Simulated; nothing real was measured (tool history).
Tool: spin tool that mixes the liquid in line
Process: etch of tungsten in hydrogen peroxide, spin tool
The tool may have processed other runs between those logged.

run	hour	temperature setpoint of the liquid (K)	concentration of hydrogen peroxide in the mixed liquid (% by weight)	time under the liquid (s)	thickness taken off the tungsten on a monitor wafer (angstrom)
1	0	323.15	23.5	45	576.82
2	8.3	323.15	26.5	45	609.75
3	10.9	322.15	26.5	45	575.86
4	13.2	327.15	26.5	45	778.85
5	19.3	327.15	24.5	45	747.62
6	25.8	327.15	21.5	45	703.25
7	30.9	325.65	21.5	45	642.44
8	38.4	324.15	21.5	45	582.01
9	45.3	323.15	21.5	45	553.46
10	52.7	322.15	21.5	45	514.16
11	60.2	321.65	21.5	45	501.51
12	66.8	321.15	21.5	45	486.99
13	73.7	320.65	21.5	45	472.01
14	80.1	320.15	21.5	45	459.38
15	84	319.65	21.5	45	441.22
# hour 89.5: peroxide flow meter replaced
16	89.5	319.15	21.5	45	456.44
17	95.5	318.65	21.5	45	441.41

For run 18, what comes out?
18	101.1	318.15	21.5	45	?

thickness taken off the tungsten on a monitor wafer (angstrom): 424.6

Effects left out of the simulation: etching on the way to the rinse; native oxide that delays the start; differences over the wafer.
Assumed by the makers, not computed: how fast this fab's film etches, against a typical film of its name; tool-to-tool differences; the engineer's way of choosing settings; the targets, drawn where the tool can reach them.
